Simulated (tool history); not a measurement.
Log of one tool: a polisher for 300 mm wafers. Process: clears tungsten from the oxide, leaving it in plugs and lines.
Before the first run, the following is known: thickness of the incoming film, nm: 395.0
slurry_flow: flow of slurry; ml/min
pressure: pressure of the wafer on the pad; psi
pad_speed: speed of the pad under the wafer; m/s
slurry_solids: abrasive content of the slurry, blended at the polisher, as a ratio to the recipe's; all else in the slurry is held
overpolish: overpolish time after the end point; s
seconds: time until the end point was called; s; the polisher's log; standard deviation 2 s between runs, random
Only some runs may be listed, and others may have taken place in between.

run  hour  slurry_flow  pressure  pad_speed  slurry_solids  overpolish  seconds
  1     0          155         4       1.04              1           8    71.66
  2   8.9          155       3.7       1.04              1           8   79.004
  3  15.6          155       3.5       1.04              1           8   82.642
  4  21.3          155       3.3       1.04              1           8   83.209
  5  29.7          155       3.3       1.04            0.9           8   86.506
  6  31.3          155       3.1       1.04            0.9           8   90.161
  7  38.7          155       2.9       1.04            0.9           8   93.243
  8  40.6          155       2.9       1.04            0.9           8   95.031
  9  41.9          155       2.8       1.04            0.9           8   93.987
 10    44          155       2.8       1.04            0.9           8    96.52

For run 11, what comes out?
 11  45.7          155       2.7       1.04            0.9           8        ?

{"run 11": {"seconds": 95.496}}
